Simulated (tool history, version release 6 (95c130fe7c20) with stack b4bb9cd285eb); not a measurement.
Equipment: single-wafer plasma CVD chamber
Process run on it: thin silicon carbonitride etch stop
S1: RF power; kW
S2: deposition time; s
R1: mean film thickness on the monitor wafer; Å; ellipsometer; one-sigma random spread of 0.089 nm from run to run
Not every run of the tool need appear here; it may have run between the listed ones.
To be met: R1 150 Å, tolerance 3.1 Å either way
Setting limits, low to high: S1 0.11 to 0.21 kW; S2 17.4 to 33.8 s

run,hour,S1,S2,R1
1,0,0.16,25.6,137.52
2,6.6,0.17,25.9,138.5
3,10,0.17,23.6,126.96
4,17.5,0.17,24.8,134.92
5,22.5,0.19,24.8,138.31
6,24.2,0.175,24.8,134.65
7,30.4,0.18,25.4,138.42
8,37.1,0.185,25.9,141.8
9,40.7,0.185,26.3,145.36
10,45.6,0.19,26.4,146.23
11,54.6,0.19,26.5,146.16

Below are 5 possible settings for the next run. Only one of them brings all results inside the allowed miss of their targets. Which is it?
A,63.6,0.15,26.4,?
B,63.6,0.185,25.5,?
C,63.6,0.21,25.3,?
D,63.6,0.175,27.6,?
E,63.6,0.195,25,?

move,R1
A,140.69
B,141.2
C,143.59
D,151.24
E,139.84
A: further off than the last run
B: further off than the last run
C: further off than the last run
D: all results in spec
E: further off than the last run
The right move is D.
